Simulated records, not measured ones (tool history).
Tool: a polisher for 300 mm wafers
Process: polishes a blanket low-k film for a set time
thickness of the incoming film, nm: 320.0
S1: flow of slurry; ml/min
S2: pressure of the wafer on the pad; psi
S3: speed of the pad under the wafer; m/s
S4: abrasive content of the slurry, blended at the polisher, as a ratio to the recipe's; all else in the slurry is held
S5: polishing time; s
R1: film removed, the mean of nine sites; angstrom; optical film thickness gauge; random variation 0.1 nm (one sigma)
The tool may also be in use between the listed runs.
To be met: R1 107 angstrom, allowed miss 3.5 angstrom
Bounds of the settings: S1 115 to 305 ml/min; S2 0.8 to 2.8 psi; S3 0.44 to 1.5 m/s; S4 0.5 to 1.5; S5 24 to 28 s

run,hour,S1,S2,S3,S4,S5,R1
1,0,195,1.8,0.96,1,28,88.017
2,0.9,200,1.9,0.96,1,28,93.862
3,3.6,200,1.9,1.06,1,28,100.81
4,9,205,1.9,1.06,1,28,99.769
5,16.1,205,1.9,1.06,1,24,87.047
6,25,205,1.5,1.06,1,24,70.006
7,29.6,205,1.7,1.06,1,24,80.415
8,37.7,205,1.9,1.06,1,24,87.259
9,43.4,205,2,1.06,1,24,89.889
10,49,205,2.1,1.06,1,24,96.492
11,53.8,205,2.2,1.06,1,24,102.51

4 next moves are on the table. One of them brings every result within its allowed miss. Which?
A,58.6,250,2.2,1.08,0.75,25,?
B,58.6,185,2.2,1.08,0.85,25,?
C,58.6,250,2.8,0.84,0.5,28,?
D,58.6,205,2.2,1.04,1,26,?

move,R1
A,99.289
B,99.862
C,101.48
D,107.47
A: further off than the last run
B: further off than the last run
C: further off than the last run
D: meets every target
Answer: D
